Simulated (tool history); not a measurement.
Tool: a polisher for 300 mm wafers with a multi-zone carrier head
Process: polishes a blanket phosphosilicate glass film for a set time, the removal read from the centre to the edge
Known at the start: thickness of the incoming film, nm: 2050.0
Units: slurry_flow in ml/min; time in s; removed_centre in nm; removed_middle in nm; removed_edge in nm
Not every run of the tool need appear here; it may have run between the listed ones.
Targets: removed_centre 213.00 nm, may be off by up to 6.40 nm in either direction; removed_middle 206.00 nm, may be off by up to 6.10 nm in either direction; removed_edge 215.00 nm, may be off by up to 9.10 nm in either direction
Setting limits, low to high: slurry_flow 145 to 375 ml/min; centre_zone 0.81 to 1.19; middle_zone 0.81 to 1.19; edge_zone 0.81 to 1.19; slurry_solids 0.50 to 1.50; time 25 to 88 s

run,hour,slurry_flow,centre_zone,middle_zone,edge_zone,slurry_solids,time,removed_centre,removed_middle,removed_edge
1,0.0,240,1.00,1.00,1.00,1.00,56,329.20,340.72,338.33
2,2.9,235,0.99,0.98,0.98,0.90,55,295.85,307.71,298.62
3,9.0,230,0.98,0.95,0.98,0.85,55,279.73,284.26,293.93
4,14.9,175,0.98,0.95,0.98,0.85,55,264.42,271.58,275.20
5,17.8,175,0.98,0.95,0.98,0.85,49,236.46,241.15,245.65
6,19.7,170,0.98,0.93,0.96,0.85,49,233.43,237.87,247.11
7,28.3,165,0.99,0.92,0.95,0.80,49,226.38,221.29,236.30
8,29.4,160,0.99,0.92,0.94,0.80,49,221.03,218.27,227.73
9,33.3,160,0.99,0.92,0.93,0.80,49,223.41,218.06,231.30
10,35.1,160,0.99,0.92,0.92,0.80,49,224.04,220.96,230.87
11,36.5,160,0.99,0.92,0.91,0.80,49,220.61,217.69,229.04
12,37.7,160,0.99,0.92,0.90,0.80,49,222.95,217.95,224.33
13,40.0,160,0.99,0.92,0.89,0.80,49,221.68,222.25,226.09

Pick the move, out of 4, that brings all results within their allowed miss; only one does.
A,42.3,165,0.90,0.98,0.94,1.10,40,?,?,?
B,42.3,150,1.05,1.01,0.85,0.80,49,?,?,?
C,42.3,250,0.98,0.90,0.92,1.00,37,?,?,?
D,42.3,160,1.14,1.05,0.81,0.75,49,?,?,?

move,removed_centre,removed_middle,removed_edge
A,208.51,239.65,234.89
B,234.03,236.65,219.79
C,214.00,208.51,214.25
D,244.50,234.58,206.60
A: the biggest miss grows against the last run
B: the biggest miss grows against the last run
C: all results in spec
D: the biggest miss grows against the last run
The right move is C.

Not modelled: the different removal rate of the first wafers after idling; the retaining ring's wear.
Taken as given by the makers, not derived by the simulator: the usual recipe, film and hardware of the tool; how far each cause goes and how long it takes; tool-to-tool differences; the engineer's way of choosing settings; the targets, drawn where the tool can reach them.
